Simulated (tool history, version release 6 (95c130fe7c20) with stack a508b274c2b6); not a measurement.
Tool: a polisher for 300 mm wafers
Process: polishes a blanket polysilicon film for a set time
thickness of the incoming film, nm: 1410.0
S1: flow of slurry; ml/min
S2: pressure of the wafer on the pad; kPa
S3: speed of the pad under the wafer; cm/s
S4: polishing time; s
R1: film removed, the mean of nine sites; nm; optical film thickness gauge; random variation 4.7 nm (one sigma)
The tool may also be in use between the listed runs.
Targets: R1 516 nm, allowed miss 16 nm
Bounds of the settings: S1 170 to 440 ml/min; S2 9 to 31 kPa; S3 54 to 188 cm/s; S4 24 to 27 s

{"run": 1, "hour": 0.0, "S1": 280, "S2": 20, "S3": 120, "S4": 27, "R1": 316.37}
{"run": 2, "hour": 8.7, "S1": 330, "S2": 20, "S3": 120, "S4": 27, "R1": 317.31}
{"run": 3, "hour": 9.7, "S1": 330, "S2": 20, "S3": 144, "S4": 27, "R1": 376.81}
{"run": 4, "hour": 18.4, "S1": 330, "S2": 20, "S3": 144, "S4": 24, "R1": 336.06}
{"run": 5, "hour": 24.8, "S1": 330, "S2": 20, "S3": 144, "S4": 24, "R1": 334.82}
{"run": 6, "hour": 30.5, "S1": 330, "S2": 20, "S3": 124, "S4": 24, "R1": 286.8}
{"run": 7, "hour": 36.2, "S1": 335, "S2": 25.5, "S3": 130, "S4": 24, "R1": 387.61}
{"run": 8, "hour": 44.5, "S1": 335, "S2": 27.6, "S3": 132, "S4": 24, "R1": 420.85}

4 next moves are on the table. One of them brings every result within its allowed miss. Which?
{"run": "A", "hour": 52.8, "S1": 305, "S2": 23.4, "S3": 110, "S4": 26, "R1": "?"}
{"run": "B", "hour": 52.8, "S1": 430, "S2": 26.9, "S3": 126, "S4": 27, "R1": "?"}
{"run": "C", "hour": 52.8, "S1": 345, "S2": 29.6, "S3": 150, "S4": 24, "R1": "?"}
{"run": "D", "hour": 52.8, "S1": 335, "S2": 28.3, "S3": 134, "S4": 26, "R1": "?"}

move=A R1=323.14
move=B R1=448.12
move=C R1=511.89
move=D R1=473.18
A: further off than the last run
B: nearer than the last run, and not there yet
C: meets every target
D: nearer than the last run, and not there yet
Answer: C
